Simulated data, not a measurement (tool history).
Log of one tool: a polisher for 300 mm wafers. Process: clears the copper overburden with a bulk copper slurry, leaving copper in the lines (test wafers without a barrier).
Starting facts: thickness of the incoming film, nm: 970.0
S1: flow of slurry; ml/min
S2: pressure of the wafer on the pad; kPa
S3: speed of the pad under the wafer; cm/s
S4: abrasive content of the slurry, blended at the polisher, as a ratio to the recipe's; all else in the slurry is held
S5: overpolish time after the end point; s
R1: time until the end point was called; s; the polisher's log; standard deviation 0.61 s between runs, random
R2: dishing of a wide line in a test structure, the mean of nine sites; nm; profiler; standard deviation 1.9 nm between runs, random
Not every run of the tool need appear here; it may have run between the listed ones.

run    day   S1    S2   S3    S4  S5      R1      R2
  1  0.000  170  20.7  114  1.00   9  76.063  66.535
  2  0.317  170  20.7  114  1.00   8  75.181  59.635
  3  0.583  170  20.7  114  1.15   8  72.020  64.160
  4  0.758  145  20.7  114  1.15   8  74.284  59.894
  5  0.962  145  20.7  114  1.15  10  74.367  70.612
  6  1.254  150  21.4  114  1.15  10  72.421  70.650
  7  1.325  150  21.4  114  1.15  10  71.777  71.718
  8  1.600  155  22.1  114  1.15  10  68.971  75.305
  9  1.958  160  22.8  114  1.15  10  66.961  77.380

Run 10, settings as shown, results not yet in. Your forecast:
 10  2.129  160  22.8  114  1.15  10   ?   ?

{"run 10": {"R1": 67.23, "R2": 78.782}}
